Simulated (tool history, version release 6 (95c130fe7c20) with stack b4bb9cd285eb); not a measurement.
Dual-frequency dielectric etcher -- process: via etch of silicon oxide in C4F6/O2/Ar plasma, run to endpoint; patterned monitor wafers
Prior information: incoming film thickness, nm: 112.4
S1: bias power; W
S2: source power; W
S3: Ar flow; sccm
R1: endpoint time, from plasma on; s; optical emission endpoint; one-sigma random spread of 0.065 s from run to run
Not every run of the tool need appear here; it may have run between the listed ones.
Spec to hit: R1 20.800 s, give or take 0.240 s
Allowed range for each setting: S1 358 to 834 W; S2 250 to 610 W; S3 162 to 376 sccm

run,day,S1,S2,S3,R1
1,0.000,596,430,269,22.577
2,0.333,596,430,228,22.359
3,0.512,596,430,257,22.689
4,0.888,631,430,257,22.334
5,1.179,673,430,257,21.796
6,1.229,762,430,257,21.128
7,1.254,762,430,257,21.178
8,1.554,773,430,257,21.112

4 next moves are on the table. One of them brings every result within its allowed miss. Which?
A,1.854,827,410,276,?
B,1.854,684,430,199,?
C,1.854,775,450,270,?
D,1.854,774,410,264,?

move,R1
A,21.250
B,21.083
C,20.688
D,21.540
A: lands further from the targets than the last run did
B: closer than the last run, but not yet in spec
C: every result lands within tolerance
D: lands further from the targets than the last run did
So the answer is move C, the one that meets all the targets.

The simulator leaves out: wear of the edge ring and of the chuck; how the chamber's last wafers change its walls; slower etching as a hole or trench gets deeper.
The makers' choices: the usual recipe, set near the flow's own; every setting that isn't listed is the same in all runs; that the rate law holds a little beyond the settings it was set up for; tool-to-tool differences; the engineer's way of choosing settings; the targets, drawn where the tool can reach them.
